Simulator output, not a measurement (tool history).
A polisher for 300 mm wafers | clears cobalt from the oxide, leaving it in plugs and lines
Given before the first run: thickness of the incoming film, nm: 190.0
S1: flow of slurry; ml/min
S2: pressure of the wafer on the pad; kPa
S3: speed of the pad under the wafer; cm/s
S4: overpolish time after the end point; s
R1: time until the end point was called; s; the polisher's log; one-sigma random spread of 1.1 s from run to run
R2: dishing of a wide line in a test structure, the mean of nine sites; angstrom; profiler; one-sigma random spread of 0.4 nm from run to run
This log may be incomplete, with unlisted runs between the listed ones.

| run | hour | S1 | S2 | S3 | S4 | R1 | R2 |
|---|---|---|---|---|---|---|---|
| 1 | 0.0 | 260 | 14.5 | 114 | 22 | 36.361 | 503.28 |
| 2 | 6.3 | 255 | 13.1 | 106 | 18 | 41.634 | 447.03 |
| 3 | 15.0 | 260 | 11.7 | 98 | 15 | 49.581 | 361.78 |
| 4 | 18.1 | 295 | 11.7 | 98 | 15 | 50.689 | 356.26 |
| 5 | 22.9 | 295 | 11.7 | 116 | 15 | 43.309 | 386.75 |
| 6 | 29.1 | 295 | 11.7 | 116 | 7 | 43.161 | 229.18 |

Estimate the outcome of run 7 from the log above:
| 7 | 33.7 | 295 | 10.3 | 112 | 7 | ? | ? |

R1: 50.613 s
R2: 208.27 angstrom
